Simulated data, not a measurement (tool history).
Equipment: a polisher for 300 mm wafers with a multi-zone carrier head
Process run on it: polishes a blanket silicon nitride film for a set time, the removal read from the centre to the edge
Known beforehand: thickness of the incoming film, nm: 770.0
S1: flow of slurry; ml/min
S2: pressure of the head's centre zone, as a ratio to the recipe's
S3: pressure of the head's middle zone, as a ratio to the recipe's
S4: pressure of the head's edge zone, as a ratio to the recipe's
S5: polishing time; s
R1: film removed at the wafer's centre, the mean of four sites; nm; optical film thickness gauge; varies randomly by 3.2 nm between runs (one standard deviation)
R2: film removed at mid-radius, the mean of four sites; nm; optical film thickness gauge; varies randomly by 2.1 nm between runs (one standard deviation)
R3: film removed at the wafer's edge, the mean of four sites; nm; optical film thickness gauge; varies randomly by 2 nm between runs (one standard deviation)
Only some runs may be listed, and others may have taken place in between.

run 1 hour=0.0 | S1=280 S2=1.00 S3=1.00 S4=1.00 S5=77 | R1=191.89 R2=202.11 R3=198.83
run 2 hour=0.7 | S1=290 S2=1.00 S3=1.04 S4=1.03 S5=80 | R1=200.33 R2=215.41 R3=209.84
run 3 hour=7.9 | S1=290 S2=0.92 S3=1.04 S4=1.03 S5=80 | R1=190.02 R2=215.85 R3=212.32
run 4 hour=14.0 | S1=290 S2=0.92 S3=1.04 S4=0.99 S5=80 | R1=180.79 R2=219.52 R3=206.31
run 5 hour=18.3 | S1=290 S2=0.97 S3=1.04 S4=0.99 S5=80 | R1=192.03 R2=217.17 R3=207.71
run 6 hour=22.1 | S1=300 S2=0.98 S3=1.07 S4=1.00 S5=83 | R1=204.87 R2=230.07 R3=216.19
run 7 hour=23.4 | S1=300 S2=0.98 S3=1.07 S4=1.00 S5=83 | R1=211.21 R2=229.25 R3=216.47

Run 8 comes next. What will it give?
run 8 hour=27.1 | S1=300 S2=0.96 S3=1.10 S4=1.00 S5=86 | R1=? R2=? R3=?

{"run 8": {"R1": 211.26, "R2": 243.23, "R3": 220.47}}
